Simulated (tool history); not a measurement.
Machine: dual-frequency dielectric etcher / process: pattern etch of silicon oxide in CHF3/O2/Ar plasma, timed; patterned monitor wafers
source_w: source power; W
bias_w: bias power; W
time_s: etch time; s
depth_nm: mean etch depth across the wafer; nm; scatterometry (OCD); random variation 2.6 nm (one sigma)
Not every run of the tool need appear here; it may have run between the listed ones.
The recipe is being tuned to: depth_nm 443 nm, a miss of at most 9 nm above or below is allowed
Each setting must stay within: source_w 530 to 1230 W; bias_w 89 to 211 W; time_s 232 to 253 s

| run | hour | source_w | bias_w | time_s | depth_nm |
|---|---|---|---|---|---|
| 1 | 0 | 880 | 150 | 253 | 564.6 |
| 2 | 3.2 | 800 | 139 | 250.5 | 522.39 |
| 3 | 5.4 | 800 | 139 | 232 | 484.05 |
| 4 | 10.4 | 760 | 138 | 232 | 474.12 |
| 5 | 15 | 760 | 148 | 232 | 487.55 |
| 6 | 21.8 | 760 | 148 | 232 | 487.39 |
| 7 | 22.5 | 760 | 148 | 232 | 486.03 |
| 8 | 29.4 | 720 | 147 | 232 | 479.6 |
| 9 | 33.8 | 680 | 146 | 232 | 461.47 |
| 10 | 40 | 660 | 146 | 232 | 456.59 |
| 11 | 40.8 | 650 | 146 | 232 | 449.56 |

Which single option among these 4 for the next run brings every result within its allowed miss of target? Just one does.
| A | 41.6 | 640 | 137 | 247 | ? |
| B | 41.6 | 600 | 141 | 246.5 | ? |
| C | 41.6 | 530 | 179 | 235.5 | ? |
| D | 41.6 | 630 | 144 | 232 | ? |

| move | depth_nm |
|---|---|
| A | 466.82 |
| B | 461.08 |
| C | 474.43 |
| D | 447.3 |
A: moves away from the targets compared with the last run
B: moves away from the targets compared with the last run
C: moves away from the targets compared with the last run
D: meets every target
The right move is D.

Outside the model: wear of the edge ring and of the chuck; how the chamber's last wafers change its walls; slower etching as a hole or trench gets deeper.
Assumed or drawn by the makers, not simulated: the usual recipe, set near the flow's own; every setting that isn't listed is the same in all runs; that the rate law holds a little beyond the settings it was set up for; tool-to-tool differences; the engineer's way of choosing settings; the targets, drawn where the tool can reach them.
